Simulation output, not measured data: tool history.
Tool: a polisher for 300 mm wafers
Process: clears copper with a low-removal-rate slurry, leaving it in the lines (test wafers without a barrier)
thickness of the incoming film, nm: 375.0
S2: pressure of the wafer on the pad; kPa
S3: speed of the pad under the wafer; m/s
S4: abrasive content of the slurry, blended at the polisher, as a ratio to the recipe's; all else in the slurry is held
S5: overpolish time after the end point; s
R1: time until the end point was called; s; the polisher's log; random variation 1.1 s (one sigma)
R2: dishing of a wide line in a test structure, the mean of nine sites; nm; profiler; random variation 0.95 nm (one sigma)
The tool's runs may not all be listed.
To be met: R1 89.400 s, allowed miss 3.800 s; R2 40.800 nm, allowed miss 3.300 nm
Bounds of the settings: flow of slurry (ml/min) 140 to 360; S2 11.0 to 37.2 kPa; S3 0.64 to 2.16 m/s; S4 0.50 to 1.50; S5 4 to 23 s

{"run": 1, "hour": 0.0, "flow of slurry (ml/min)": 230, "S2": 24.1, "S3": 1.4, "S4": 1.0, "S5": 12, "R1": 73.426, "R2": 42.818}
{"run": 2, "hour": 6.3, "flow of slurry (ml/min)": 230, "S2": 21.4, "S3": 1.4, "S4": 1.0, "S5": 12, "R1": 80.604, "R2": 37.883}
{"run": 3, "hour": 12.6, "flow of slurry (ml/min)": 230, "S2": 21.4, "S3": 1.4, "S4": 1.0, "S5": 10, "R1": 81.317, "R2": 33.145}
{"run": 4, "hour": 14.6, "flow of slurry (ml/min)": 230, "S2": 21.4, "S3": 1.4, "S4": 1.0, "S5": 7, "R1": 80.683, "R2": 24.532}
{"run": 5, "hour": 19.8, "flow of slurry (ml/min)": 230, "S2": 20.7, "S3": 1.4, "S4": 1.0, "S5": 9, "R1": 85.412, "R2": 28.432}
{"run": 6, "hour": 28.0, "flow of slurry (ml/min)": 230, "S2": 20.7, "S3": 1.4, "S4": 1.0, "S5": 4, "R1": 83.998, "R2": 13.47}
{"run": 7, "hour": 33.9, "flow of slurry (ml/min)": 230, "S2": 20.0, "S3": 1.4, "S4": 1.0, "S5": 6, "R1": 86.199, "R2": 19.23}
{"run": 8, "hour": 43.0, "flow of slurry (ml/min)": 230, "S2": 19.3, "S3": 1.42, "S4": 1.0, "S5": 8, "R1": 87.224, "R2": 25.481}
{"run": 9, "hour": 51.1, "flow of slurry (ml/min)": 230, "S2": 18.6, "S3": 1.46, "S4": 1.0, "S5": 9, "R1": 87.325, "R2": 27.233}
{"run": 10, "hour": 58.1, "flow of slurry (ml/min)": 230, "S2": 18.6, "S3": 1.46, "S4": 1.0, "S5": 10, "R1": 88.662, "R2": 30.822}

Which of these 5 next moves meets every target?
{"run": "A", "hour": 65.1, "flow of slurry (ml/min)": 210, "S2": 20.0, "S3": 1.34, "S4": 1.05, "S5": 6, "R1": "?", "R2": "?"}
{"run": "B", "hour": 65.1, "flow of slurry (ml/min)": 245, "S2": 17.9, "S3": 1.38, "S4": 0.95, "S5": 18, "R1": "?", "R2": "?"}
{"run": "C", "hour": 65.1, "flow of slurry (ml/min)": 235, "S2": 19.3, "S3": 1.44, "S4": 0.95, "S5": 14, "R1": "?", "R2": "?"}
{"run": "D", "hour": 65.1, "flow of slurry (ml/min)": 210, "S2": 17.9, "S3": 1.44, "S4": 1.15, "S5": 7, "R1": "?", "R2": "?"}
{"run": "E", "hour": 65.1, "flow of slurry (ml/min)": 250, "S2": 18.6, "S3": 1.58, "S4": 1.1, "S5": 13, "R1": "?", "R2": "?"}

move=A R1=89.727 R2=18.179
move=B R1=98.627 R2=44.228
move=C R1=88.885 R2=39.256
move=D R1=90.982 R2=20.654
move=E R1=80.426 R2=40.048
A: further off than the last run
B: takes the result that was furthest off past its target
C: meets every target
D: further off than the last run
E: brings the result that was furthest off to its target, and leaves another outside
Answer: C

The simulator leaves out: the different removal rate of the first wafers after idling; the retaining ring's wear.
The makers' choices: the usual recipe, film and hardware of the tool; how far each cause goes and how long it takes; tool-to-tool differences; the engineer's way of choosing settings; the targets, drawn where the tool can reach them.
